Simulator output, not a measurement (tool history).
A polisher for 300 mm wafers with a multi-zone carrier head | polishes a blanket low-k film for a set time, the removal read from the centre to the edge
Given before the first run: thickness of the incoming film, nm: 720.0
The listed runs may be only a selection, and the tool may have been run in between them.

run	hour	flow of slurry (ml/min)	pressure of the head's centre zone	pressure of the head's middle zone	pressure of the head's edge zone	abrasive content of the slurry	polishing time (s)	film removed at the wafer's centre (nm)	film removed at mid-radius (nm)	film removed at the wafer's edge (nm)
1	0.0	275	1.00	1.00	1.00	1.00	30	16.938	16.752	15.673
2	5.4	275	1.00	1.08	1.00	1.00	30	16.873	17.846	15.719
3	12.5	285	1.03	1.09	1.04	1.10	30	18.314	18.814	16.691
4	18.6	285	1.03	1.09	1.09	1.10	30	18.435	18.910	16.982
5	24.4	255	1.03	1.09	1.09	1.10	30	17.851	18.470	17.084
6	26.0	255	1.05	1.10	1.10	1.20	30	18.930	19.758	17.618
7	29.9	255	1.05	1.10	1.10	1.20	30	18.734	19.625	17.684
8	33.6	265	1.07	1.09	1.12	1.30	30	19.983	19.956	18.332
# hour 39.0: edge zone pressure recalibrated
9	39.0	270	1.08	1.10	1.13	1.35	30	21.025	20.615	19.662
10	41.9	270	1.08	1.10	1.13	1.35	30	21.067	20.415	19.693

For run 11, what comes out?
11	46.6	285	1.09	1.12	1.12	1.35	30	?	?	?

{"run 11": {"film removed at the wafer's centre (nm)": 21.414, "film removed at mid-radius (nm)": 20.997, "film removed at the wafer's edge (nm)": 19.755}}
